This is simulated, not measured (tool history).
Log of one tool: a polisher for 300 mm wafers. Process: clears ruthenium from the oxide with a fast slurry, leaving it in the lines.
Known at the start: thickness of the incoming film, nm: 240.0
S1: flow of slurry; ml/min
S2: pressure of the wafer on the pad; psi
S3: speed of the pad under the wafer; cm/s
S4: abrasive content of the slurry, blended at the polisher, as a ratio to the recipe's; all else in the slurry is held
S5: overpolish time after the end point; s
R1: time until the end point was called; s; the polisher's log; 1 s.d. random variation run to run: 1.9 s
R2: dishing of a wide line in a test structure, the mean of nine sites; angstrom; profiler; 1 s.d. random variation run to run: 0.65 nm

run 1 day=0 | S1=125 S2=2.3 S3=108 S4=1 S5=20 | R1=79.979 R2=456.75
run 2 day=0.021 | S1=125 S2=2.9 S3=108 S4=1 S5=20 | R1=63.225 R2=541
run 3 day=0.275 | S1=125 S2=2.9 S3=108 S4=1.2 S5=20 | R1=56.559 R2=582.64
run 4 day=0.571 | S1=150 S2=2.9 S3=108 S4=1.2 S5=20 | R1=55.384 R2=599.37
run 5 day=0.667 | S1=180 S2=2.9 S3=108 S4=1.2 S5=20 | R1=53.954 R2=601.52
run 6 day=0.733 | S1=180 S2=2.3 S3=104 S4=1.2 S5=22 | R1=69.233 R2=546.27

Run 7, settings as shown, results not yet in. Your forecast:
run 7 day=0.904 | S1=175 S2=1.9 S3=98 S4=1.2 S5=23 | R1=? R2=?

{"run 7": {"R1": 85.607, "R2": 473.4}}

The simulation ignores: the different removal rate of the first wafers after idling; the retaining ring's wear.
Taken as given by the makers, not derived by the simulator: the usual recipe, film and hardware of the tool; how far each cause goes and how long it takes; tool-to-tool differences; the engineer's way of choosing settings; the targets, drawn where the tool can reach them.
